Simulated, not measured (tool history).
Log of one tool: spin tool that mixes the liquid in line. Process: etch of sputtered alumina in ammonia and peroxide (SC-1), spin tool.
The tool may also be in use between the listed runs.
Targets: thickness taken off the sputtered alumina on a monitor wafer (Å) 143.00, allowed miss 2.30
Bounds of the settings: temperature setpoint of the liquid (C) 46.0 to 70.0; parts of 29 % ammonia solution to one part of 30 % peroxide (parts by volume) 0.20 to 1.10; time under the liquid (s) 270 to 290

run    day  temperature setpoint of the liquid (C)  parts of 29 % ammonia solution to one part of 30 % peroxide (parts by volume)  time under the liquid (s)  thickness taken off the sputtered alumina on a monitor wafer (Å)
  1  0.000                                    62.0                                                                           0.60                        270                                                            255.58
  2  0.171                                    62.0                                                                           0.40                        270                                                            245.03
  3  0.350                                    62.0                                                                           0.60                        270                                                            256.18
  4  0.508                                    66.5                                                                           0.60                        270                                                            317.21
  5  0.812                                    69.5                                                                           0.60                        270                                                            368.08
  6  1.046                                    69.5                                                                           0.60                        270                                                            366.48
  7  1.138                                    63.5                                                                           0.60                        270                                                            274.38
  8  1.279                                    59.5                                                                           0.60                        270                                                            222.39
  9  1.429                                    51.5                                                                           0.60                        270                                                            147.07

4 next moves are on the table. One of them brings every result within its allowed miss. Which?
  A  1.579                                    50.5                                                                           0.65                        285                                                                 ?
  B  1.579                                    51.5                                                                           0.55                        285                                                                 ?
  C  1.579                                    52.0                                                                           0.55                        275                                                                 ?
  D  1.579                                    51.0                                                                           0.40                        280                                                                 ?

move  thickness taken off the sputtered alumina on a monitor wafer (Å)
   A                                                            147.09
   B                                                            152.91
   C                                                            151.60
   D                                                            141.84
A: as far off as the last run
B: further off than the last run
C: further off than the last run
D: meets every target
Move D is the one to make.
